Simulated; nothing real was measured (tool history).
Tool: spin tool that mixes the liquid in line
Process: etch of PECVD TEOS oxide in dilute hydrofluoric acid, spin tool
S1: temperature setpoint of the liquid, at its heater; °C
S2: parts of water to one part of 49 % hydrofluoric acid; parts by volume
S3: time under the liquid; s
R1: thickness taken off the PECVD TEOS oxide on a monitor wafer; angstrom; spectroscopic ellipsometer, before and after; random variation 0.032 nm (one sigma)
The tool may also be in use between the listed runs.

run 1 hour=0 | S1=24 S2=235 S3=45 | R1=20.164
run 2 hour=3.9 | S1=25.5 S2=235 S3=45 | R1=20.925
run 3 hour=9.9 | S1=25.5 S2=235 S3=45 | R1=21.096
run 4 hour=18.4 | S1=27 S2=235 S3=45 | R1=22.081
run 5 hour=19.9 | S1=28 S2=220 S3=45 | R1=24.779
run 6 hour=25.3 | S1=31 S2=220 S3=45 | R1=27.509

Run 7 comes next. What will it give?
run 7 hour=30.1 | S1=31 S2=210 S3=45 | R1=?

Run 7 gave R1 29.162 angstrom.

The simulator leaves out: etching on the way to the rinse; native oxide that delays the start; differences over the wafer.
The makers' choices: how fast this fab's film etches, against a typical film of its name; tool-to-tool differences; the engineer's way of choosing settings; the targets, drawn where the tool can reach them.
